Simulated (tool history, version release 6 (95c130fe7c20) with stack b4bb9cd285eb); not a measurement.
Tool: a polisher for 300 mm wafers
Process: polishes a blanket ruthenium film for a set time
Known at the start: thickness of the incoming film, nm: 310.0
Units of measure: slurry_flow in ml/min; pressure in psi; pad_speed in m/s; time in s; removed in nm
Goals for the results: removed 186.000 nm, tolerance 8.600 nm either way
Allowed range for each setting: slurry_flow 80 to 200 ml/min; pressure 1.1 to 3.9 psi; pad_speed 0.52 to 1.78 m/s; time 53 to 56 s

| run | hour | slurry_flow | pressure | pad_speed | time | removed |
|---|---|---|---|---|---|---|
| 1 | 0.0 | 130 | 2.5 | 1.14 | 53 | 99.535 |
| 2 | 2.5 | 130 | 2.8 | 1.14 | 53 | 108.760 |
| 3 | 3.4 | 130 | 2.6 | 1.14 | 53 | 102.040 |
| 4 | 8.9 | 130 | 2.6 | 1.28 | 53 | 110.040 |
| 5 | 16.7 | 130 | 2.6 | 1.00 | 53 | 86.563 |
| 6 | 18.5 | 130 | 2.6 | 1.00 | 53 | 90.231 |
| 7 | 20.0 | 130 | 2.8 | 1.04 | 53 | 100.120 |
| 8 | 21.2 | 130 | 3.0 | 1.08 | 53 | 112.270 |

5 candidate next runs follow, results not yet known. Just one meets every target within its allowed miss. Identify it.
| A | 22.4 | 150 | 3.5 | 1.26 | 56 | ? |
| B | 22.4 | 145 | 3.1 | 1.40 | 56 | ? |
| C | 22.4 | 120 | 2.1 | 0.78 | 53 | ? |
| D | 22.4 | 120 | 3.7 | 1.40 | 56 | ? |
| E | 22.4 | 130 | 3.0 | 1.20 | 56 | ? |

| move | removed |
|---|---|
| A | 163.780 |
| B | 160.290 |
| C | 57.062 |
| D | 184.140 |
| E | 131.080 |
A: better than the last run, though not everything is in spec
B: better than the last run, though not everything is in spec
C: lands further from the targets than the last run did
D: in spec on every target
E: better than the last run, though not everything is in spec
Go with D: it meets all targets.
